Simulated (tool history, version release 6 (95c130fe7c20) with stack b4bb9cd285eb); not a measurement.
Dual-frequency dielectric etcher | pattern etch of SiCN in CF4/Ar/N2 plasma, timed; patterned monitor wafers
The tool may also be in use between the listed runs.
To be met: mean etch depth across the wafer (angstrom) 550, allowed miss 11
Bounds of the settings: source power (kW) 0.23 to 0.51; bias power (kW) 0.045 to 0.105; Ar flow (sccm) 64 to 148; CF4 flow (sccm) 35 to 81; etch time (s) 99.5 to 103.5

| run | hour | source power (kW) | bias power (kW) | Ar flow (sccm) | CF4 flow (sccm) | etch time (s) | mean etch depth across the wafer (angstrom) |
|---|---|---|---|---|---|---|---|
| 1 | 0 | 0.37 | 0.075 | 106 | 58 | 99.5 | 705.86 |
| 2 | 4.6 | 0.35 | 0.075 | 106 | 58 | 99.5 | 671.36 |
| 3 | 7.5 | 0.4 | 0.075 | 106 | 58 | 99.5 | 753.39 |
| 4 | 8.6 | 0.38 | 0.075 | 106 | 58 | 99.5 | 722.82 |
| 5 | 16.5 | 0.33 | 0.075 | 106 | 58 | 99.5 | 638.69 |
| 6 | 23.4 | 0.33 | 0.081 | 106 | 58 | 99.5 | 652.33 |
| 7 | 28.2 | 0.33 | 0.081 | 106 | 58 | 99.5 | 651.95 |
| 8 | 36.4 | 0.26 | 0.079 | 106 | 58 | 99.5 | 525.06 |

5 next moves are on the table. One of them brings every result within its allowed miss. Which?
| A | 44.6 | 0.23 | 0.078 | 105 | 56 | 102.5 | ? |
| B | 44.6 | 0.26 | 0.082 | 119 | 47 | 99.5 | ? |
| C | 44.6 | 0.23 | 0.087 | 111 | 52 | 100.5 | ? |
| D | 44.6 | 0.24 | 0.089 | 106 | 62 | 99.5 | ? |
| E | 44.6 | 0.26 | 0.079 | 100 | 53 | 103.5 | ? |

| move | mean etch depth across the wafer (angstrom) |
|---|---|
| A | 484.12 |
| B | 503.76 |
| C | 480.14 |
| D | 513.11 |
| E | 547.97 |
A: further off than the last run
B: further off than the last run
C: further off than the last run
D: further off than the last run
E: meets every target
Move E is the one to make.
